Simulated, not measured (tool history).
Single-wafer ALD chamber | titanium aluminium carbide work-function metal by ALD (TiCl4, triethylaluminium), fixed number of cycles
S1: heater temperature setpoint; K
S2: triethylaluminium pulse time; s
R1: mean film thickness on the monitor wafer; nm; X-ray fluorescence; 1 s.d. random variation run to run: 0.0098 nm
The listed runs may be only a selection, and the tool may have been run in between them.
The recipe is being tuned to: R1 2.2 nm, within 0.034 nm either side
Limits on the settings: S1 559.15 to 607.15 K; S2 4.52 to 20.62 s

run  hour      S1     S2      R1
  1     0  583.15  12.57  2.4191
  2   1.8  590.15  12.57  2.4962
  3    10  595.15  12.57  2.5659
  4  14.3  600.15  12.57  2.6026
  5  18.9  590.15  11.42  2.4859
  6  22.1  590.15  14.35  2.5055
  7  25.7  582.15  13.91  2.4146
  8  34.6  570.15  11.39  2.2471
  9  35.2  569.15  11.29  2.2469
 10  37.1  568.15  11.19  2.2342

Consider the 5 candidate settings below. Which is the only one whose results all fall within their allowed miss of target?
  A    39  570.15  14.73   ?
  B    39  574.15  10.44   ?
  C    39  576.15   9.18   ?
  D    39  564.15  12.49   ?
  E    39  574.15  10.04   ?

move      R1
   A  2.2887
   B  2.2891
   C  2.2825
   D  2.2087
   E  2.2814
A: moves away from the targets compared with the last run
B: moves away from the targets compared with the last run
C: moves away from the targets compared with the last run
D: each result inside its tolerance
E: moves away from the targets compared with the last run
So the answer is move D, the one that meets all the targets.
